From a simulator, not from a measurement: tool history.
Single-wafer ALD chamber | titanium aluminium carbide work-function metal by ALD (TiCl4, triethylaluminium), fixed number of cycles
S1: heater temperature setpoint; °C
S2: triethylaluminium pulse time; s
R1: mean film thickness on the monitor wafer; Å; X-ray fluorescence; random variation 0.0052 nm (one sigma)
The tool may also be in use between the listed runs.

| run | hour | S1 | S2 | R1 |
|---|---|---|---|---|
| 1 | 0.0 | 320 | 11.91 | 24.105 |
| 2 | 1.7 | 322 | 12.08 | 24.326 |
| 3 | 10.5 | 318 | 12.08 | 23.799 |
| 4 | 13.7 | 318 | 10.72 | 23.668 |
| 5 | 20.0 | 320 | 10.90 | 23.870 |
| 6 | 22.5 | 314 | 10.90 | 23.420 |
| 7 | 24.4 | 317 | 11.24 | 23.757 |

Forecast run 8:
| 8 | 28.4 | 329 | 13.02 | ? |

R1: 25.024 Å
